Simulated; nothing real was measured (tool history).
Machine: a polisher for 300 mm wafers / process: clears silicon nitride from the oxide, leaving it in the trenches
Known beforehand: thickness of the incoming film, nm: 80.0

run,hour,flow of slurry (ml/min),pressure of the wafer on the pad (psi),speed of the pad under the wafer (cm/s),overpolish time after the end point (s),time until the end point was called (s)
1,0.0,175,2.2,90,33,109.50
2,1.2,175,2.0,90,33,120.07
3,2.6,175,1.6,90,33,144.43
4,8.2,185,1.7,90,33,136.34
5,13.8,185,1.7,90,36,137.32
6,17.0,190,1.7,90,36,135.07
7,18.7,200,1.7,90,36,133.07

Forecast run 8:
8,25.6,205,1.7,90,36,?

time until the end point was called (s): 134.92
